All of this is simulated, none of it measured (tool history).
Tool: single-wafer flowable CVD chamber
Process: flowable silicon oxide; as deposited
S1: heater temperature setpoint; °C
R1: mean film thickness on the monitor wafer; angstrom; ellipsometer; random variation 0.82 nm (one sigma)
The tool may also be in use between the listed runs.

{"run": 1, "day": 0.0, "S1": 90, "chamber pressure (Pa)": 78.1, "RF power (W)": 2160, "deposition time (s)": 516, "R1": 2770.2}
{"run": 2, "day": 0.046, "S1": 82, "chamber pressure (Pa)": 78.1, "RF power (W)": 2160, "deposition time (s)": 516, "R1": 3518.8}
{"run": 3, "day": 0.346, "S1": 82, "chamber pressure (Pa)": 78.1, "RF power (W)": 2160, "deposition time (s)": 492, "R1": 3358.1}
{"run": 4, "day": 0.388, "S1": 82, "chamber pressure (Pa)": 67.9, "RF power (W)": 2160, "deposition time (s)": 492, "R1": 2928.1}
{"run": 5, "day": 0.75, "S1": 82, "chamber pressure (Pa)": 67.9, "RF power (W)": 2020, "deposition time (s)": 492, "R1": 2877.5}
{"run": 6, "day": 0.962, "S1": 82, "chamber pressure (Pa)": 56.7, "RF power (W)": 2020, "deposition time (s)": 492, "R1": 2452.4}

Forecast run 7:
{"run": 7, "day": 1.279, "S1": 84, "chamber pressure (Pa)": 56.7, "RF power (W)": 2020, "deposition time (s)": 492, "R1": "?"}

R1: 2322.4 angstrom
